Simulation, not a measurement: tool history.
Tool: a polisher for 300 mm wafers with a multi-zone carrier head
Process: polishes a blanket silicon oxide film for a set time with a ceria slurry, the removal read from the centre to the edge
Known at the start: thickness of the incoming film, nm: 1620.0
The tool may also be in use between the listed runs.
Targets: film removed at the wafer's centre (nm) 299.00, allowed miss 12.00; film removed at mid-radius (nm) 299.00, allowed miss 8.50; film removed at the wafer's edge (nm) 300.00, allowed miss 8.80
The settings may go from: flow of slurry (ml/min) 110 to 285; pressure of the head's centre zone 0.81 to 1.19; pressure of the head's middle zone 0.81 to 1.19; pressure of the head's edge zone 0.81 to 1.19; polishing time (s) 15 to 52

run,hour,flow of slurry (ml/min),pressure of the head's centre zone,pressure of the head's middle zone,pressure of the head's edge zone,polishing time (s),film removed at the wafer's centre (nm),film removed at mid-radius (nm),film removed at the wafer's edge (nm)
1,0.0,180,1.00,1.00,1.00,33,233.89,230.86,229.85
2,3.4,185,1.00,1.01,1.02,34,241.26,241.33,241.17
3,9.9,190,1.01,1.02,1.04,34,245.30,241.12,240.25
4,15.0,190,1.01,1.02,1.11,34,248.77,239.50,245.54
5,18.7,195,1.01,1.02,1.12,35,248.81,248.43,255.66
6,23.8,195,1.05,1.02,1.12,35,263.76,249.96,257.76
7,27.4,200,1.05,1.03,1.13,35,260.39,251.47,257.49
8,35.3,205,1.05,1.03,1.14,35,262.47,251.79,255.59
9,36.4,205,1.05,1.03,1.14,36,271.61,259.50,261.39
10,42.5,200,1.05,1.03,1.14,37,273.01,265.94,271.17
11,48.5,210,1.06,1.04,1.16,39,291.36,282.79,287.27

4 next moves are on the table. One of them brings every result within its allowed miss. Which?
A,54.5,215,1.01,0.99,1.17,40,?,?,?
B,54.5,190,1.11,1.18,1.12,39,?,?,?
C,54.5,205,1.04,1.06,1.17,41,?,?,?
D,54.5,220,1.06,0.92,1.17,39,?,?,?

move,film removed at the wafer's centre (nm),film removed at mid-radius (nm),film removed at the wafer's edge (nm)
A,299.90,281.48,297.00
B,303.45,305.94,281.76
C,310.55,300.81,302.89
D,301.15,261.75,290.39
A: further off than the last run
B: brings the result that was furthest off to its target, and leaves another outside
C: meets every target
D: further off than the last run
Answer: C

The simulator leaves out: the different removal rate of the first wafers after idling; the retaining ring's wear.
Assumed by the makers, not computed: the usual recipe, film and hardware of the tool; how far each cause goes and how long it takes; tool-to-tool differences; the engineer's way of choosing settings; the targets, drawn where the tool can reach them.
